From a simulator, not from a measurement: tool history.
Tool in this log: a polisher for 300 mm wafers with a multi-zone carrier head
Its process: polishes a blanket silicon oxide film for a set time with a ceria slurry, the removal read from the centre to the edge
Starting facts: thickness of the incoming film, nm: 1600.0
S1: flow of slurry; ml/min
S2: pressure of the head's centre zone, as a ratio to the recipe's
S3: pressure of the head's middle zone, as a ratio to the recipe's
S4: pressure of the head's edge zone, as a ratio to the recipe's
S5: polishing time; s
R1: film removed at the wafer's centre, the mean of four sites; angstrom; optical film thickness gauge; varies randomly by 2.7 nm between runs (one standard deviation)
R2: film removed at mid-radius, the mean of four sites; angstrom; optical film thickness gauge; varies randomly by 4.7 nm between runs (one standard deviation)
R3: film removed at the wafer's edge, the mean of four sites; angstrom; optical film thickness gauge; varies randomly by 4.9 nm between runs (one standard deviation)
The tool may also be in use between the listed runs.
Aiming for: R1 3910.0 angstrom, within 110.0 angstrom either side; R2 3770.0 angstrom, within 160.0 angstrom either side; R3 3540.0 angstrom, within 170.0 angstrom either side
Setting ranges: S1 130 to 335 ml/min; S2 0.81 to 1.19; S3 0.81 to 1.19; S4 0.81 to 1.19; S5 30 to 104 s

run    day   S1    S2    S3    S4  S5      R1      R2      R3
  1  0.000  215  1.00  1.00  1.00  67  4510.5  4976.0  4927.8
  2  0.238  215  1.01  1.00  0.98  65  4345.7  4827.0  4807.6
  3  0.608  225  1.03  1.00  0.96  63  4330.5  4743.1  4564.1
  4  0.658  230  1.04  0.99  0.95  62  4386.5  4600.1  4407.0
  5  0.825  230  1.04  0.98  0.94  61  4273.0  4387.9  4310.0
  6  1.138  260  1.04  0.98  0.94  61  4316.9  4580.0  4470.9
  7  1.442  250  1.04  0.98  0.93  61  4310.4  4505.4  4447.6
  8  1.717  240  1.04  0.98  0.92  60  4253.6  4485.5  4324.1
  9  1.871  205  1.09  0.90  0.82  50  3581.2  3414.4  3398.0
 10  2.154  210  1.09  0.91  0.82  50  3577.1  3461.1  3295.6
 11  2.475  215  1.09  0.91  0.83  50  3637.8  3455.1  3428.3
 12  2.800  220  1.09  0.92  0.83  50  3565.7  3443.2  3387.5
 13  2.917  220  1.10  0.93  0.83  50  3687.5  3552.2  3403.8
     3.017  -- centre zone pressure recalibrated
 14  3.017  225  1.10  0.93  0.83  50  3889.0  3520.6  3349.1

Exercise: of the 5 proposed moves below, exactly one satisfies all targets within the stated allowed misses. Which move is it?
  A  3.117  215  1.10  0.89  0.81  49   ?   ?   ?
  B  3.117  210  1.01  0.82  0.96  53   ?   ?   ?
  C  3.117  235  1.04  0.95  0.81  52   ?   ?   ?
  D  3.117  265  1.13  0.85  0.86  49   ?   ?   ?
  E  3.117  195  1.13  0.91  0.86  49   ?   ?   ?

move      R1      R2      R3
   A  3841.6  3232.2  3251.0
   B  3813.0  3257.7  3792.2
   C  3919.8  3668.2  3479.6
   D  4063.0  3197.7  3409.6
   E  3875.7  3241.8  3299.8
A: lands further from the targets than the last run did
B: lands further from the targets than the last run did
C: all results land within tolerance of their targets
D: lands further from the targets than the last run did
E: lands further from the targets than the last run did
Go with C: it meets all targets.
